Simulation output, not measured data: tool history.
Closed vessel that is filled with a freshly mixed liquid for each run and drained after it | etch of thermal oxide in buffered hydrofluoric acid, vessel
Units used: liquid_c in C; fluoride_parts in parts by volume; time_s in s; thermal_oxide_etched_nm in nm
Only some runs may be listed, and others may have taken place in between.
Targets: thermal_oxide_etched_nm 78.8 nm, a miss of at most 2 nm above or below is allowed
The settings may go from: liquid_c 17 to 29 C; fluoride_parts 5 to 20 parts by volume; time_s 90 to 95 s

run 1 hour=0 | liquid_c=21 fluoride_parts=12 time_s=90 | thermal_oxide_etched_nm=70.912
run 2 hour=7.7 | liquid_c=22 fluoride_parts=12 time_s=90 | thermal_oxide_etched_nm=73.897
run 3 hour=16.6 | liquid_c=22 fluoride_parts=10.5 time_s=90 | thermal_oxide_etched_nm=85.46
run 4 hour=17.8 | liquid_c=22 fluoride_parts=10.5 time_s=95 | thermal_oxide_etched_nm=90.719
run 5 hour=26.4 | liquid_c=22 fluoride_parts=9 time_s=95 | thermal_oxide_etched_nm=100.86
run 6 hour=28.4 | liquid_c=21.5 fluoride_parts=9 time_s=95 | thermal_oxide_etched_nm=98.31
run 7 hour=32.9 | liquid_c=21 fluoride_parts=9 time_s=95 | thermal_oxide_etched_nm=95.219
run 8 hour=36.5 | liquid_c=20.5 fluoride_parts=9 time_s=95 | thermal_oxide_etched_nm=92.485
run 9 hour=44.1 | liquid_c=20 fluoride_parts=9 time_s=95 | thermal_oxide_etched_nm=89.838
run 10 hour=46.5 | liquid_c=19.5 fluoride_parts=9 time_s=95 | thermal_oxide_etched_nm=87.621
run 11 hour=48.9 | liquid_c=18.5 fluoride_parts=9 time_s=95 | thermal_oxide_etched_nm=83.012

Pick the move, out of 4, that brings all results within their allowed miss; only one does.
run A hour=51.3 | liquid_c=22 fluoride_parts=10 time_s=90 | thermal_oxide_etched_nm=?
run B hour=51.3 | liquid_c=19 fluoride_parts=10 time_s=95 | thermal_oxide_etched_nm=?
run C hour=51.3 | liquid_c=19.5 fluoride_parts=8.5 time_s=90 | thermal_oxide_etched_nm=?
run D hour=51.3 | liquid_c=20 fluoride_parts=9 time_s=95 | thermal_oxide_etched_nm=?

move=A thermal_oxide_etched_nm=88.934
move=B thermal_oxide_etched_nm=79.405
move=C thermal_oxide_etched_nm=87.978
move=D thermal_oxide_etched_nm=89.755
A: moves away from the targets compared with the last run
B: all results land within tolerance of their targets
C: moves away from the targets compared with the last run
D: moves away from the targets compared with the last run
The right move is B.
